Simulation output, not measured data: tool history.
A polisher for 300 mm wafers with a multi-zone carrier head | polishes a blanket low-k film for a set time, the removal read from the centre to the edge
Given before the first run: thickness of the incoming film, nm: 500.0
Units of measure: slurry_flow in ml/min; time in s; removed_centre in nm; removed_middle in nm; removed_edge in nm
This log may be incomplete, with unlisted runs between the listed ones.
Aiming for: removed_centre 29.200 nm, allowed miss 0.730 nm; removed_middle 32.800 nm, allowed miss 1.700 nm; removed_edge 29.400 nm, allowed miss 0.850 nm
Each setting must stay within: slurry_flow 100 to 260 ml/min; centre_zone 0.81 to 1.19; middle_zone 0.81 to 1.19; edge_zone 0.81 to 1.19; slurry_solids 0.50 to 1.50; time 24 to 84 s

run 1 hour=0.0 | slurry_flow=165 centre_zone=1.00 middle_zone=1.00 edge_zone=1.00 slurry_solids=1.00 time=54 | removed_centre=27.482 removed_middle=26.554 removed_edge=25.833
run 2 hour=6.4 | slurry_flow=165 centre_zone=1.00 middle_zone=0.94 edge_zone=1.00 slurry_solids=1.00 time=54 | removed_centre=27.582 removed_middle=24.399 removed_edge=25.950
run 3 hour=11.1 | slurry_flow=165 centre_zone=1.00 middle_zone=0.94 edge_zone=1.00 slurry_solids=1.00 time=47 | removed_centre=24.132 removed_middle=21.382 removed_edge=22.419
run 4 hour=13.9 | slurry_flow=170 centre_zone=1.00 middle_zone=0.96 edge_zone=1.02 slurry_solids=1.05 time=47 | removed_centre=24.640 removed_middle=22.155 removed_edge=23.422
run 5 hour=16.6 | slurry_flow=175 centre_zone=1.00 middle_zone=0.99 edge_zone=1.03 slurry_solids=1.10 time=47 | removed_centre=25.937 removed_middle=23.554 removed_edge=24.237
run 6 hour=19.3 | slurry_flow=180 centre_zone=0.99 middle_zone=1.02 edge_zone=1.04 slurry_solids=1.10 time=47 | removed_centre=25.727 removed_middle=25.222 removed_edge=24.452
run 7 hour=20.4 | slurry_flow=185 centre_zone=0.99 middle_zone=1.03 edge_zone=1.06 slurry_solids=1.10 time=47 | removed_centre=25.743 removed_middle=24.505 removed_edge=24.538
run 8 hour=23.2 | slurry_flow=185 centre_zone=0.99 middle_zone=1.03 edge_zone=1.06 slurry_solids=1.10 time=47 | removed_centre=25.486 removed_middle=25.439 removed_edge=24.781
run 9 hour=24.4 | slurry_flow=190 centre_zone=0.99 middle_zone=1.05 edge_zone=1.08 slurry_solids=1.10 time=47 | removed_centre=25.620 removed_middle=24.755 removed_edge=24.515
run 10 hour=25.1 | slurry_flow=190 centre_zone=0.98 middle_zone=1.06 edge_zone=1.08 slurry_solids=1.15 time=47 | removed_centre=26.016 removed_middle=26.647 removed_edge=25.687
run 11 hour=33.7 | slurry_flow=240 centre_zone=1.01 middle_zone=1.16 edge_zone=1.18 slurry_solids=1.25 time=47 | removed_centre=28.716 removed_middle=31.184 removed_edge=28.753

Exactly one of the 4 candidate moves below puts every result within its allowed miss. Which one?
run A hour=42.3 | slurry_flow=235 centre_zone=0.98 middle_zone=1.19 edge_zone=1.18 slurry_solids=1.25 time=49 | removed_centre=? removed_middle=? removed_edge=?
run B hour=42.3 | slurry_flow=195 centre_zone=1.05 middle_zone=1.13 edge_zone=1.19 slurry_solids=1.50 time=43 | removed_centre=? removed_middle=? removed_edge=?
run C hour=42.3 | slurry_flow=195 centre_zone=0.99 middle_zone=1.10 edge_zone=1.19 slurry_solids=1.40 time=46 | removed_centre=? removed_middle=? removed_edge=?
run D hour=42.3 | slurry_flow=180 centre_zone=1.04 middle_zone=1.19 edge_zone=1.15 slurry_solids=0.95 time=55 | removed_centre=? removed_middle=? removed_edge=?

move=A removed_centre=29.256 removed_middle=32.691 removed_edge=29.777
move=B removed_centre=28.930 removed_middle=28.972 removed_edge=27.926
move=C removed_centre=28.384 removed_middle=29.443 removed_edge=29.045
move=D removed_centre=28.681 removed_middle=30.351 removed_edge=27.546
A: all results in spec
B: lands further from the targets than the last run did
C: lands further from the targets than the last run did
D: lands further from the targets than the last run did
A is the move that brings every result within its allowed miss.

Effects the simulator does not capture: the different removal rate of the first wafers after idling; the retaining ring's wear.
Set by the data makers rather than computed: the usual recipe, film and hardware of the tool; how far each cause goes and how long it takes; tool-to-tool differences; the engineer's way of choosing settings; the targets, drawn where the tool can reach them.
